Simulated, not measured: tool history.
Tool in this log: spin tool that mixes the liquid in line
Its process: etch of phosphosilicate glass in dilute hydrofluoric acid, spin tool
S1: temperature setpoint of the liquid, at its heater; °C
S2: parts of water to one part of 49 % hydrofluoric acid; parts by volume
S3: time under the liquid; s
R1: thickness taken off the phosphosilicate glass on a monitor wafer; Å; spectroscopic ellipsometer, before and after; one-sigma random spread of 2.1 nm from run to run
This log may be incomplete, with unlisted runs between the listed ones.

run 1 hour=0.0 | S1=23.0 S2=140 S3=110 | R1=839.41
run 2 hour=8.2 | S1=20.0 S2=140 S3=110 | R1=735.29
run 3 hour=11.3 | S1=23.0 S2=115 S3=110 | R1=1027.90
run 4 hour=14.2 | S1=23.0 S2=90 S3=110 | R1=1349.70
run 5 hour=16.2 | S1=23.0 S2=115 S3=110 | R1=1041.20
run 6 hour=20.2 | S1=25.0 S2=100 S3=110 | R1=1303.20
run 7 hour=24.6 | S1=26.5 S2=90 S3=110 | R1=1565.00

Estimate the outcome of run 8 from the log above:
run 8 hour=32.7 | S1=28.0 S2=85 S3=110 | R1=?

{"run 8": {"R1": 1771.4}}
